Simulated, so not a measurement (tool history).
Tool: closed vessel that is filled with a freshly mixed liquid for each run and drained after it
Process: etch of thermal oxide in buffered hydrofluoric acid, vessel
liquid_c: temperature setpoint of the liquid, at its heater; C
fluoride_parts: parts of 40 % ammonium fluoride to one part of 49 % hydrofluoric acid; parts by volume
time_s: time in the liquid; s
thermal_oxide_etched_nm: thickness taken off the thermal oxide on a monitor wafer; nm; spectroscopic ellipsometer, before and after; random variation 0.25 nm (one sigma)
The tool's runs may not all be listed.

{"run": 1, "hour": 0.0, "liquid_c": 21, "fluoride_parts": 13.5, "time_s": 30, "thermal_oxide_etched_nm": 24.386}
{"run": 2, "hour": 8.1, "liquid_c": 23.5, "fluoride_parts": 13.5, "time_s": 30, "thermal_oxide_etched_nm": 28.123}
{"run": 3, "hour": 10.6, "liquid_c": 23.5, "fluoride_parts": 13.5, "time_s": 30, "thermal_oxide_etched_nm": 28.355}
{"run": 4, "hour": 14.1, "liquid_c": 25, "fluoride_parts": 13.5, "time_s": 30, "thermal_oxide_etched_nm": 30.465}
{"run": 5, "hour": 18.1, "liquid_c": 25, "fluoride_parts": 12, "time_s": 30, "thermal_oxide_etched_nm": 34.112}
{"run": 6, "hour": 23.8, "liquid_c": 25, "fluoride_parts": 9, "time_s": 30, "thermal_oxide_etched_nm": 43.554}
{"run": 7, "hour": 27.0, "liquid_c": 24.5, "fluoride_parts": 9, "time_s": 30, "thermal_oxide_etched_nm": 42.52}
{"run": 8, "hour": 28.0, "liquid_c": 24, "fluoride_parts": 9, "time_s": 30, "thermal_oxide_etched_nm": 41.407}

The next listed run, before its measurement:
{"hour": 33.1, "done": "thermometer replaced"}
{"run": 9, "hour": 33.1, "liquid_c": 23.5, "fluoride_parts": 9, "time_s": 30, "thermal_oxide_etched_nm": "?"}

{"run 9": {"thermal_oxide_etched_nm": 36.007}}
